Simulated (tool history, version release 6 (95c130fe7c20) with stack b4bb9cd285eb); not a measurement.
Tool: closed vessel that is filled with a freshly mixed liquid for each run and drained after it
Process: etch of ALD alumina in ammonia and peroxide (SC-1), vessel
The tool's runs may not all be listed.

run  hour  temperature setpoint of the liquid (K)  parts of 29 % ammonia solution to one part of 30 % peroxide (parts by volume)  time in the liquid (s)  thickness taken off the ALD alumina on a monitor wafer (Å)
  1   0.0                                  326.15                                                                           0.50                     115                                                      79.213
  2   7.4                                  322.15                                                                           0.50                     115                                                      63.092
  3  10.2                                  320.15                                                                           0.50                     115                                                      56.360
  4  17.2                                  320.15                                                                           0.50                     120                                                      59.421
  5  23.0                                  320.15                                                                           0.65                     120                                                      60.795
  6  27.0                                  318.65                                                                           0.65                     120                                                      56.281
  7  34.9                                  317.15                                                                           0.65                     120                                                      51.201
  8  37.3                                  316.65                                                                           0.65                     120                                                      49.840

Run 9 is up next; what results do you expect?
  9  38.7                                  316.15                                                                           0.65                     120                                                           ?

{"run 9": {"thickness taken off the ALD alumina on a monitor wafer (Å)": 48.132}}
